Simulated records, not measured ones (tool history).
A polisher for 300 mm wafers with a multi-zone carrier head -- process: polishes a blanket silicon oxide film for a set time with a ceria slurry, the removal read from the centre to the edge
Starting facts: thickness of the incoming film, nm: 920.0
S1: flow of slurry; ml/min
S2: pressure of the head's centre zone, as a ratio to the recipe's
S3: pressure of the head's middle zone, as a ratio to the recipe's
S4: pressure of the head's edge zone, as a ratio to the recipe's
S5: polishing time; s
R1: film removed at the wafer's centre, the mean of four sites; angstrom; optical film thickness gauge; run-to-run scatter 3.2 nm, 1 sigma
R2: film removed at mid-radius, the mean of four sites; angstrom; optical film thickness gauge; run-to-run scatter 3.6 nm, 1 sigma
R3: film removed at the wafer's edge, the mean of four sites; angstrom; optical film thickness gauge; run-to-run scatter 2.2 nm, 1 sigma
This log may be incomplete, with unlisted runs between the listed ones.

| run | hour | S1 | S2 | S3 | S4 | S5 | R1 | R2 | R3 |
|---|---|---|---|---|---|---|---|---|---|
| 1 | 0.0 | 215 | 1.00 | 1.00 | 1.00 | 44 | 2632.7 | 2669.9 | 2687.6 |
| 2 | 3.7 | 215 | 0.96 | 1.00 | 1.00 | 44 | 2575.2 | 2718.2 | 2704.9 |
| 3 | 4.3 | 215 | 0.96 | 1.00 | 0.92 | 44 | 2573.1 | 2713.6 | 2623.7 |
| 4 | 8.0 | 215 | 0.96 | 1.06 | 0.92 | 44 | 2587.8 | 2841.1 | 2625.0 |
| 5 | 14.9 | 215 | 0.96 | 1.12 | 0.92 | 44 | 2574.9 | 2926.6 | 2595.7 |
| 6 | 22.4 | 215 | 0.88 | 1.12 | 0.92 | 44 | 2344.0 | 3013.2 | 2574.9 |
| 7 | 24.1 | 220 | 0.88 | 1.11 | 0.96 | 45 | 2437.0 | 3004.2 | 2727.3 |
| 8 | 32.2 | 230 | 0.88 | 1.12 | 0.98 | 46 | 2538.4 | 3072.1 | 2790.2 |
| 9 | 39.0 | 210 | 0.81 | 1.09 | 1.08 | 55 | 2689.3 | 3699.2 | 3432.6 |
| 10 | 44.3 | 210 | 0.82 | 1.08 | 1.08 | 55 | 2709.2 | 3537.6 | 3446.3 |
| 11 | 50.0 | 210 | 0.83 | 1.08 | 1.08 | 55 | 2769.6 | 3597.7 | 3456.3 |

Predict the results of run 12:
| 12 | 55.2 | 210 | 0.83 | 1.07 | 1.08 | 55 | ? | ? | ? |

{"run 12": {"R1": 2775.6, "R2": 3575.7, "R3": 3467.1}}

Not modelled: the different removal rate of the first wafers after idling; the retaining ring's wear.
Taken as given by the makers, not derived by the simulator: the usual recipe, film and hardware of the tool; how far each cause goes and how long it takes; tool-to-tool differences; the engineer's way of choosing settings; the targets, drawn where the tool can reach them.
